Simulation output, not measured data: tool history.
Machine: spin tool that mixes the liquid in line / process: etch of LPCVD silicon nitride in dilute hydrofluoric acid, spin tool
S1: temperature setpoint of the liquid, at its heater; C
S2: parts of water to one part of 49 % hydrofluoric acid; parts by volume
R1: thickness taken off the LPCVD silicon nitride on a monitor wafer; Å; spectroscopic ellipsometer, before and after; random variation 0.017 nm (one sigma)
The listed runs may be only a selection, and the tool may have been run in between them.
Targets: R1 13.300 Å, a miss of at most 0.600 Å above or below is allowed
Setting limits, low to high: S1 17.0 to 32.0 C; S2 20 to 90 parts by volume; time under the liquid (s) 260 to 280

{"run": 1, "day": 0.0, "S1": 24.0, "S2": 50, "time under the liquid (s)": 260, "R1": 21.365}
{"run": 2, "day": 0.346, "S1": 23.0, "S2": 50, "time under the liquid (s)": 260, "R1": 19.492}
{"run": 3, "day": 0.371, "S1": 23.0, "S2": 55, "time under the liquid (s)": 260, "R1": 17.736}
{"run": 4, "day": 0.479, "S1": 23.0, "S2": 70, "time under the liquid (s)": 260, "R1": 13.902}
{"run": 5, "day": 0.567, "S1": 23.0, "S2": 70, "time under the liquid (s)": 280, "R1": 15.295}
{"run": 6, "day": 0.871, "S1": 23.0, "S2": 55, "time under the liquid (s)": 280, "R1": 19.633}
{"run": 7, "day": 1.054, "S1": 22.5, "S2": 55, "time under the liquid (s)": 280, "R1": 18.515}
{"run": 8, "day": 1.175, "S1": 22.5, "S2": 55, "time under the liquid (s)": 280, "R1": 18.313}
{"run": 9, "day": 1.367, "S1": 22.0, "S2": 55, "time under the liquid (s)": 280, "R1": 18.311}
{"run": 10, "day": 1.738, "S1": 18.0, "S2": 60, "time under the liquid (s)": 280, "R1": 12.625}

Consider the 5 candidate settings below. Which is the only one whose results all fall within their allowed miss of target?
{"run": "A", "day": 2.108, "S1": 18.0, "S2": 55, "time under the liquid (s)": 275, "R1": "?"}
{"run": "B", "day": 2.108, "S1": 18.0, "S2": 60, "time under the liquid (s)": 270, "R1": "?"}
{"run": "C", "day": 2.108, "S1": 18.5, "S2": 60, "time under the liquid (s)": 265, "R1": "?"}
{"run": "D", "day": 2.108, "S1": 21.0, "S2": 75, "time under the liquid (s)": 260, "R1": "?"}
{"run": "E", "day": 2.108, "S1": 17.0, "S2": 60, "time under the liquid (s)": 280, "R1": "?"}

move=A R1=13.283
move=B R1=11.985
move=C R1=12.183
move=D R1=11.430
move=E R1=11.583
A: all results land within tolerance of their targets
B: the biggest miss grows against the last run
C: the biggest miss grows against the last run
D: the biggest miss grows against the last run
E: the biggest miss grows against the last run
Move A is the one to make.
